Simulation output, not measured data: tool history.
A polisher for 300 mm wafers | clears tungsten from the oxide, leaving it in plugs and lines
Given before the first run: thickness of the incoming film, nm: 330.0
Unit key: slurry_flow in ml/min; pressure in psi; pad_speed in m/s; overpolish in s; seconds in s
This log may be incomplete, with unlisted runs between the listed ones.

{"run": 1, "hour": 0.0, "slurry_flow": 175, "pressure": 3.2, "pad_speed": 1.1, "slurry_solids": 1, "overpolish": 5, "seconds": 83.03}
{"run": 2, "hour": 3.7, "slurry_flow": 175, "pressure": 3.2, "pad_speed": 0.84, "slurry_solids": 1, "overpolish": 5, "seconds": 105.61}
{"run": 3, "hour": 12.4, "slurry_flow": 175, "pressure": 3.2, "pad_speed": 1.04, "slurry_solids": 1, "overpolish": 5, "seconds": 88.405}
{"run": 4, "hour": 21.1, "slurry_flow": 175, "pressure": 3.2, "pad_speed": 1.04, "slurry_solids": 0.85, "overpolish": 5, "seconds": 92.668}
{"run": 5, "hour": 23.6, "slurry_flow": 175, "pressure": 3.2, "pad_speed": 1.04, "slurry_solids": 0.85, "overpolish": 5, "seconds": 93.149}
{"run": 6, "hour": 27.8, "slurry_flow": 175, "pressure": 3.2, "pad_speed": 1.04, "slurry_solids": 0.65, "overpolish": 5, "seconds": 99.643}
{"run": 7, "hour": 34.2, "slurry_flow": 175, "pressure": 3.1, "pad_speed": 1.04, "slurry_solids": 0.65, "overpolish": 5, "seconds": 104.73}
{"run": 8, "hour": 42.3, "slurry_flow": 175, "pressure": 3, "pad_speed": 1.04, "slurry_solids": 0.65, "overpolish": 5, "seconds": 105.02}

What does the tool deliver on the next run?
{"run": 9, "hour": 48.1, "slurry_flow": 175, "pressure": 3, "pad_speed": 1.04, "slurry_solids": 0.65, "overpolish": 5, "seconds": "?"}

{"run 9": {"seconds": 101.87}}
